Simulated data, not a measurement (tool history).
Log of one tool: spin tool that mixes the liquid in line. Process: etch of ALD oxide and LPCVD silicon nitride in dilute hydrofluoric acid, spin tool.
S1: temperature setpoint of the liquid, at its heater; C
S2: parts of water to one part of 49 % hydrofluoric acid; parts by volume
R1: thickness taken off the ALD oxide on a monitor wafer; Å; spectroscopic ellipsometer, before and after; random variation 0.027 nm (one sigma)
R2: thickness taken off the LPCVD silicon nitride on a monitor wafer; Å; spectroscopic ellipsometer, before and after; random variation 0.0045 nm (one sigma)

run 1 hour=0 | S1=20 S2=210 time_under_the_liquid_(s)=180 | R1=250.72 R2=3.3601
run 2 hour=6.2 | S1=21.5 S2=210 time_under_the_liquid_(s)=180 | R1=268.52 R2=3.7847
run 3 hour=11 | S1=21 S2=230 time_under_the_liquid_(s)=160 | R1=207.6 R2=3.2672
run 4 hour=15.4 | S1=21 S2=230 time_under_the_liquid_(s)=225 | R1=294.31 R2=4.7605
run 5 hour=17.9 | S1=21 S2=200 time_under_the_liquid_(s)=225 | R1=344.69 R2=5.4913
run 6 hour=25.3 | S1=21 S2=170 time_under_the_liquid_(s)=225 | R1=416.64 R2=5.3398
run 7 hour=28.2 | S1=21 S2=170 time_under_the_liquid_(s)=225 | R1=419.83 R2=6.0668

Run 8 comes next. What will it give?
-- hour=35.2 thermometer replaced
run 8 hour=35.2 | S1=20.5 S2=195 time_under_the_liquid_(s)=200 | R1=? R2=?

Run 8 gave R1 288.74 Å, R2 4.6389 Å.
